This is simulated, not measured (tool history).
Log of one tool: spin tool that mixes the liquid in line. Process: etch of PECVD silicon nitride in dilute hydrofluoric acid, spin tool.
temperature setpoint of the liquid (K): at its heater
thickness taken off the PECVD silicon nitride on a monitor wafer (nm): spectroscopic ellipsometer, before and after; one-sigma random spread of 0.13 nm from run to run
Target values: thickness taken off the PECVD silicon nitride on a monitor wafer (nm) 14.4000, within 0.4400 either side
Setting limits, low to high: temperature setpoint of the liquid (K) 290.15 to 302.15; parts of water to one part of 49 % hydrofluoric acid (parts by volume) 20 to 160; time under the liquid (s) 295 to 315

run	day	temperature setpoint of the liquid (K)	parts of water to one part of 49 % hydrofluoric acid (parts by volume)	time under the liquid (s)	thickness taken off the PECVD silicon nitride on a monitor wafer (nm)
1	0.000	294.15	90	295	8.9217
2	0.367	291.65	90	295	7.6361
3	0.646	291.65	90	315	8.2265
4	0.742	290.15	90	315	7.3448
5	1.054	290.15	90	295	6.8684
6	1.221	293.15	90	295	8.4447
7	1.425	297.15	90	295	11.1300
8	1.592	298.15	90	295	11.7670
9	1.754	299.15	90	295	12.7660
10	1.929	299.65	90	295	12.9340
11	1.979	300.15	90	295	13.7090

Which single option among these 5 for the next run brings every result within its allowed miss of target? Just one does.
A	2.029	300.15	95	305	?
B	2.029	300.15	90	310	?
C	2.029	300.15	95	310	?
D	2.029	302.15	90	295	?
E	2.029	300.65	85	315	?

move	thickness taken off the PECVD silicon nitride on a monitor wafer (nm)
A	13.2310
B	14.1880
C	13.4480
D	15.3710
E	15.7630
A: misses by more than the last run did
B: all results in spec
C: misses by more than the last run did
D: the result that was furthest off in the last run now lies on the other side of its target
E: the result that was furthest off in the last run now lies on the other side of its target
Correct choice: B, which meets every target
